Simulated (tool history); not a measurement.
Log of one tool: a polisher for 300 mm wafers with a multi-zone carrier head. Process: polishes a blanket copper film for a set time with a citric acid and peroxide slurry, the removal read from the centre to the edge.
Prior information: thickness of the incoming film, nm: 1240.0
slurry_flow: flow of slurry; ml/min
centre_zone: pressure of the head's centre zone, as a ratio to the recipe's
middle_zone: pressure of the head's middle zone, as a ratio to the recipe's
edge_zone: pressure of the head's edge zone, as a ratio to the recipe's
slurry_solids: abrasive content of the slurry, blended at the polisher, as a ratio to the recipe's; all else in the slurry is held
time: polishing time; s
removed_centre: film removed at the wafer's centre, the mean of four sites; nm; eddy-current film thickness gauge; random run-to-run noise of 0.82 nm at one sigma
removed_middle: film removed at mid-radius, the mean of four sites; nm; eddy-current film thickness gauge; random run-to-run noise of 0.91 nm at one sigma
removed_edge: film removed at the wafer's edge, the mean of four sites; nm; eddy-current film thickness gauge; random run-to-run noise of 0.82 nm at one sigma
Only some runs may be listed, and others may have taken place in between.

run  hour  slurry_flow  centre_zone  middle_zone  edge_zone  slurry_solids  time  removed_centre  removed_middle  removed_edge
  1   0.0          240         1.00         1.00       1.00           1.00    40         109.650         111.330       111.520
  2   4.7          240         1.03         1.00       0.95           0.85    39         106.400         106.500       103.690
  3   5.7          240         1.06         0.99       0.92           0.75    38         104.030          99.432        96.950
  4  10.2          240         1.06         1.07       0.92           0.75    38         104.760         107.790        97.153
  5  17.8          240         1.06         1.07       0.92           0.60    38         101.690         104.580        94.452
  6  26.7          240         1.06         1.15       0.92           0.60    38         100.530         108.520        93.857
  7  31.5          230         1.08         1.10       0.90           0.55    37          98.326         103.320        89.243
  8  37.5          235         1.10         1.05       0.89           0.55    37         100.910          95.679        89.219

What does the tool deliver on the next run?
  9  40.7          220         1.13         1.03       0.81           0.50    37               ?               ?             ?

{"run 9": {"removed_centre": 102.73, "removed_middle": 94.945, "removed_edge": 84.297}}

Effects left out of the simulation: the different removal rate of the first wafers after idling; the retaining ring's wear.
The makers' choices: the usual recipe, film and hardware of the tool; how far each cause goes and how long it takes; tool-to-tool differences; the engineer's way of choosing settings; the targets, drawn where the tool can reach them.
